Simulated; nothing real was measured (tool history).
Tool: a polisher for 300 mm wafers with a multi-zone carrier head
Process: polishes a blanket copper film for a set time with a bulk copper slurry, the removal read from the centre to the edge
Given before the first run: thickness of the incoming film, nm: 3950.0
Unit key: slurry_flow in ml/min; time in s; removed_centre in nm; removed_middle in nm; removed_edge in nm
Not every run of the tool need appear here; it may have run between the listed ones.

run  hour  slurry_flow  centre_zone  middle_zone  edge_zone  slurry_solids  time  removed_centre  removed_middle  removed_edge
  1   0.0          295         1.00         1.00       1.00           1.00    81          679.72          675.86        660.79
  2   4.0          295         0.95         1.00       1.00           1.00    81          629.12          692.42        681.82
  3   6.9          240         0.95         1.00       1.00           1.00    81          610.25          678.52        659.42
  4  14.1          175         0.95         1.00       1.00           1.00    81          611.12          648.28        633.23
  5  20.8          175         0.95         1.00       1.00           1.20    81          629.14          681.43        668.29
  6  23.5          175         0.95         1.00       1.04           1.20    81          630.57          692.74        687.56
  7  26.2          180         0.92         0.98       1.03           1.05    74          546.27          610.08        605.34

Forecast run 8:
  8  29.3          185         0.90         0.96       1.04           0.95    68               ?               ?             ?

{"run 8": {"removed_centre": 475.72, "removed_middle": 531.82, "removed_edge": 550.84}}

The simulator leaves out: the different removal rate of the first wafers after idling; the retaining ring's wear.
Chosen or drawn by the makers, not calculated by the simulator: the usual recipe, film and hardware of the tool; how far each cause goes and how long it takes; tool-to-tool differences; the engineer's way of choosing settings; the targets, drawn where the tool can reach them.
